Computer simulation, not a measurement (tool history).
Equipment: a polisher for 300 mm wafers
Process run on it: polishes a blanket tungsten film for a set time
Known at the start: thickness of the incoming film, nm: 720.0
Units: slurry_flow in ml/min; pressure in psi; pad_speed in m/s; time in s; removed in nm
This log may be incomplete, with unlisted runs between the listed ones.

| run | hour | slurry_flow | pressure | pad_speed | slurry_solids | time | removed |
|---|---|---|---|---|---|---|---|
| 1 | 0.0 | 150 | 3.3 | 0.96 | 1.0 | 42 | 193.45 |
| 2 | 5.2 | 140 | 3.0 | 0.96 | 1.0 | 42 | 179.52 |
| 3 | 10.4 | 170 | 3.0 | 0.96 | 1.0 | 42 | 184.83 |
| 4 | 12.8 | 155 | 2.7 | 0.96 | 1.0 | 42 | 169.14 |
| 5 | 14.0 | 155 | 2.7 | 0.96 | 0.9 | 42 | 164.95 |
| 6 | 20.5 | 155 | 2.7 | 0.96 | 0.9 | 42 | 163.98 |

Estimate the outcome of run 7 from the log above:
| 7 | 23.0 | 145 | 2.5 | 0.96 | 0.9 | 42 | ? |

Logged for run 7: removed 156.01 nm.

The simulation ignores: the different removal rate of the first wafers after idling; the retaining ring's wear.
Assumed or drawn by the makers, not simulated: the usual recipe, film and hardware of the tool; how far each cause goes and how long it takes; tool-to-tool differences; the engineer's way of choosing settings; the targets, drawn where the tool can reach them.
